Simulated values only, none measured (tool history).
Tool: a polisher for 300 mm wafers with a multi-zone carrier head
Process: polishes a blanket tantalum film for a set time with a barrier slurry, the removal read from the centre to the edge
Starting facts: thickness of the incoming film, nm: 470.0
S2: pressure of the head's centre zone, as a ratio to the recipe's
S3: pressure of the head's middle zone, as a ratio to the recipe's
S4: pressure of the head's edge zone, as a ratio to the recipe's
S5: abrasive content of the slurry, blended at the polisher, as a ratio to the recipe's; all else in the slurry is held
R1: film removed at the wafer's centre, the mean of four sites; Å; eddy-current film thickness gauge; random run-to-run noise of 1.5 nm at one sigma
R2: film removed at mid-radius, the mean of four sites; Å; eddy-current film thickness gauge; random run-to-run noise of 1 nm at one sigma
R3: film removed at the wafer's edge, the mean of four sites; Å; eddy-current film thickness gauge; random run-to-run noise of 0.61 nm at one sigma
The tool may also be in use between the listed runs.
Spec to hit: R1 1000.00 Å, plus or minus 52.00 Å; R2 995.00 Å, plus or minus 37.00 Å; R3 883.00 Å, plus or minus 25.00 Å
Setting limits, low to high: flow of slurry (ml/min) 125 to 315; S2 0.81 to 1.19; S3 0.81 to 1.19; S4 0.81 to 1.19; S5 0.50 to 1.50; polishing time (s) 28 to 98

run 1 hour=0.0 | flow_of_slurry_(ml/min)=205 S2=1.00 S3=1.00 S4=1.00 S5=1.00 polishing_time_(s)=63 | R1=669.71 R2=733.85 R3=746.40
run 2 hour=0.9 | flow_of_slurry_(ml/min)=205 S2=1.00 S3=1.00 S4=1.00 S5=1.00 polishing_time_(s)=48 | R1=517.02 R2=547.48 R3=569.35
run 3 hour=6.9 | flow_of_slurry_(ml/min)=220 S2=1.04 S3=1.03 S4=1.00 S5=1.10 polishing_time_(s)=51 | R1=578.92 R2=630.75 R3=626.04
run 4 hour=8.9 | flow_of_slurry_(ml/min)=230 S2=1.07 S3=1.02 S4=0.96 S5=1.20 polishing_time_(s)=55 | R1=679.92 R2=709.65 R3=671.49
run 5 hour=14.1 | flow_of_slurry_(ml/min)=230 S2=1.07 S3=0.97 S4=0.96 S5=1.20 polishing_time_(s)=55 | R1=673.77 R2=665.65 R3=677.31
run 6 hour=15.2 | flow_of_slurry_(ml/min)=230 S2=1.13 S3=0.97 S4=0.96 S5=1.20 polishing_time_(s)=55 | R1=705.75 R2=651.93 R3=686.55
run 7 hour=23.5 | flow_of_slurry_(ml/min)=240 S2=1.14 S3=0.99 S4=0.96 S5=1.25 polishing_time_(s)=57 | R1=759.18 R2=717.22 R3=713.96
run 8 hour=31.5 | flow_of_slurry_(ml/min)=250 S2=1.15 S3=1.01 S4=0.97 S5=1.30 polishing_time_(s)=59 | R1=790.93 R2=759.95 R3=751.15
run 9 hour=39.3 | flow_of_slurry_(ml/min)=255 S2=1.16 S3=1.02 S4=0.96 S5=1.35 polishing_time_(s)=61 | R1=842.14 R2=794.56 R3=771.36
run 10 hour=41.2 | flow_of_slurry_(ml/min)=255 S2=1.16 S3=1.02 S4=0.96 S5=1.35 polishing_time_(s)=61 | R1=837.65 R2=811.97 R3=782.11
run 11 hour=45.5 | flow_of_slurry_(ml/min)=260 S2=1.17 S3=1.03 S4=0.95 S5=1.40 polishing_time_(s)=62 | R1=852.29 R2=838.79 R3=802.08
run 12 hour=48.3 | flow_of_slurry_(ml/min)=270 S2=1.17 S3=1.03 S4=0.92 S5=1.40 polishing_time_(s)=64 | R1=898.24 R2=859.94 R3=810.11

Which single option among these 4 for the next run brings every result within its allowed miss of target? Just one does.
run A hour=51.1 | flow_of_slurry_(ml/min)=285 S2=1.17 S3=1.11 S4=0.89 S5=1.40 polishing_time_(s)=70 | R1=? R2=? R3=?
run B hour=51.1 | flow_of_slurry_(ml/min)=250 S2=0.99 S3=1.07 S4=1.05 S5=1.40 polishing_time_(s)=72 | R1=? R2=? R3=?
run C hour=51.1 | flow_of_slurry_(ml/min)=265 S2=1.12 S3=1.07 S4=0.95 S5=1.50 polishing_time_(s)=64 | R1=? R2=? R3=?
run D hour=51.1 | flow_of_slurry_(ml/min)=240 S2=1.07 S3=0.98 S4=0.84 S5=1.40 polishing_time_(s)=78 | R1=? R2=? R3=?

move=A R1=972.08 R2=1007.50 R3=885.76
move=B R1=854.87 R2=991.54 R3=976.20
move=C R1=862.84 R2=900.72 R3=844.02
move=D R1=983.27 R2=992.69 R3=950.51
A: all results in spec
B: puts the biggest miss on target and leaves a different result outside tolerance
C: better than the last run, though not everything is in spec
D: puts the biggest miss on target and leaves a different result outside tolerance
Move A is the one to make.

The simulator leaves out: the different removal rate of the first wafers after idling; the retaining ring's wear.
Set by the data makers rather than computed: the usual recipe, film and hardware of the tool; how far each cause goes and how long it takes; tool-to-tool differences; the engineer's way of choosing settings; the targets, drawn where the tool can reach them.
